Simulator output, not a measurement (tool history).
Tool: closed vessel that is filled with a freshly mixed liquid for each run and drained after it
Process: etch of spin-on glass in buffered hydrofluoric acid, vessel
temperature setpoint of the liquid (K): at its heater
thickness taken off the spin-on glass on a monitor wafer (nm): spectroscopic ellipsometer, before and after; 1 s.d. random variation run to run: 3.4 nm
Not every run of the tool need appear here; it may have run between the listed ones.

run,hour,temperature setpoint of the liquid (K),parts of 40 % ammonium fluoride to one part of 49 % hydrofluoric acid (parts by volume),time in the liquid (s),thickness taken off the spin-on glass on a monitor wafer (nm)
1,0.0,296.15,8,100,276.43
2,0.6,296.15,8,100,275.25
3,1.9,297.15,8,100,289.85
4,6.7,297.15,8,105,305.70
5,10.6,297.15,8,105,306.14
6,12.6,297.15,9,105,265.69
7,14.0,298.15,9,105,284.76

Run 8 is up next; what results do you expect?
8,14.8,299.15,9,105,?

{"run 8": {"thickness taken off the spin-on glass on a monitor wafer (nm)": 298.88}}
